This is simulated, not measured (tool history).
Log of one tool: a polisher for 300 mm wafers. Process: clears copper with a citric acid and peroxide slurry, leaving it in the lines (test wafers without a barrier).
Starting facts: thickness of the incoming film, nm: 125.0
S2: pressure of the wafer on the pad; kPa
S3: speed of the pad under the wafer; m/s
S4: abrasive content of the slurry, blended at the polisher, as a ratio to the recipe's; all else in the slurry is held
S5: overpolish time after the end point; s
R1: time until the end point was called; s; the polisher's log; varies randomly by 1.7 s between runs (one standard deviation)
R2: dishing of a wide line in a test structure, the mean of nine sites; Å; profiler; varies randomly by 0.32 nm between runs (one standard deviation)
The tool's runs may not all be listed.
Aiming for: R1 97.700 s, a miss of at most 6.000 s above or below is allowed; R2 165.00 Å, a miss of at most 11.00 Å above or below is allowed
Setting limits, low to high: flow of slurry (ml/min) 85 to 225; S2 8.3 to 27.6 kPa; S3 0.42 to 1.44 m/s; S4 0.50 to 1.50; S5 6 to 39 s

Run 1, hour 0.0: flow of slurry (ml/min) 145, S2 17.9 kPa, S3 0.92 m/s, S4 1.00, S5 20 s. Result: R1 56.126 s, R2 285.19 Å.
Run 2, hour 3.2: flow of slurry (ml/min) 145, S2 15.2 kPa, S3 0.92 m/s, S4 1.00, S5 20 s. Result: R1 63.984 s, R2 246.90 Å.
Run 3, hour 9.8: flow of slurry (ml/min) 110, S2 15.2 kPa, S3 0.92 m/s, S4 1.00, S5 20 s. Result: R1 67.458 s, R2 233.37 Å.
Run 4, hour 14.1: flow of slurry (ml/min) 110, S2 15.2 kPa, S3 0.92 m/s, S4 1.10, S5 20 s. Result: R1 67.191 s, R2 246.50 Å.
Run 5, hour 22.9: flow of slurry (ml/min) 110, S2 17.2 kPa, S3 0.92 m/s, S4 1.10, S5 20 s. Result: R1 60.160 s, R2 274.30 Å.
Run 6, hour 31.5: flow of slurry (ml/min) 110, S2 17.2 kPa, S3 1.08 m/s, S4 1.10, S5 20 s. Result: R1 50.088 s, R2 307.02 Å.
Run 7, hour 33.6: flow of slurry (ml/min) 110, S2 16.5 kPa, S3 1.06 m/s, S4 1.10, S5 20 s. Result: R1 53.242 s, R2 281.74 Å.
Run 8, hour 34.6: flow of slurry (ml/min) 110, S2 15.9 kPa, S3 1.04 m/s, S4 1.10, S5 20 s. Result: R1 56.493 s, R2 266.40 Å.
Run 9, hour 42.8: flow of slurry (ml/min) 110, S2 15.2 kPa, S3 1.02 m/s, S4 1.10, S5 20 s. Result: R1 61.136 s, R2 264.16 Å.

Next run, 4 choices. One meets every target within its allowed miss, the rest don't. Which?
Run A, hour 51.0: flow of slurry (ml/min) 110, S2 17.9 kPa, S3 1.22 m/s, S4 1.10, S5 19 s. Result: R1 ?, R2 ?.
Run B, hour 51.0: flow of slurry (ml/min) 100, S2 13.8 kPa, S3 0.78 m/s, S4 1.15, S5 19 s. Result: R1 ?, R2 ?.
Run C, hour 51.0: flow of slurry (ml/min) 145, S2 9.0 kPa, S3 0.96 m/s, S4 1.00, S5 19 s. Result: R1 ?, R2 ?.
Run D, hour 51.0: flow of slurry (ml/min) 105, S2 11.7 kPa, S3 1.04 m/s, S4 0.85, S5 17 s. Result: R1 ?, R2 ?.

move       R1      R2
   A   45.337  337.20
   B   89.854  184.71
   C  100.550  164.45
   D   83.092  178.19
A: moves away from the targets compared with the last run
B: gains on the last run, yet a result remains outside its allowed miss
C: every result within its allowed miss
D: gains on the last run, yet a result remains outside its allowed miss
Answer: C
